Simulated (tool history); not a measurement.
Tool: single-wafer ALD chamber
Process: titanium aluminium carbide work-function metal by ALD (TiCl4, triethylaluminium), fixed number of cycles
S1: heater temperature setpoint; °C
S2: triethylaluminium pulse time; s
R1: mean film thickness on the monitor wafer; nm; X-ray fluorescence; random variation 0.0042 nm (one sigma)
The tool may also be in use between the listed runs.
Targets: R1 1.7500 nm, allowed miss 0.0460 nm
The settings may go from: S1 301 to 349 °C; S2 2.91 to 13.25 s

run 1 hour=0.0 | S1=325 S2=8.08 | R1=2.3122
run 2 hour=8.7 | S1=319 S2=6.85 | R1=2.1412
run 3 hour=14.3 | S1=309 S2=6.85 | R1=2.0498
run 4 hour=18.4 | S1=307 S2=5.91 | R1=1.9106
run 5 hour=21.8 | S1=306 S2=5.60 | R1=1.8480
run 6 hour=28.4 | S1=306 S2=7.67 | R1=2.1044
run 7 hour=37.3 | S1=305 S2=6.97 | R1=2.0305
run 8 hour=41.1 | S1=301 S2=4.38 | R1=1.5049
run 9 hour=45.1 | S1=313 S2=4.70 | R1=1.6756

Which of these 4 next moves meets every target?
run A hour=49.1 | S1=306 S2=5.19 | R1=?
run B hour=49.1 | S1=311 S2=5.44 | R1=?
run C hour=49.1 | S1=315 S2=4.57 | R1=?
run D hour=49.1 | S1=307 S2=5.80 | R1=?

move=A R1=1.7603
move=B R1=1.8529
move=C R1=1.6545
move=D R1=1.8917
A: meets every target
B: takes the result that was furthest off past its target
C: further off than the last run
D: takes the result that was furthest off past its target
Move A is the one to make.

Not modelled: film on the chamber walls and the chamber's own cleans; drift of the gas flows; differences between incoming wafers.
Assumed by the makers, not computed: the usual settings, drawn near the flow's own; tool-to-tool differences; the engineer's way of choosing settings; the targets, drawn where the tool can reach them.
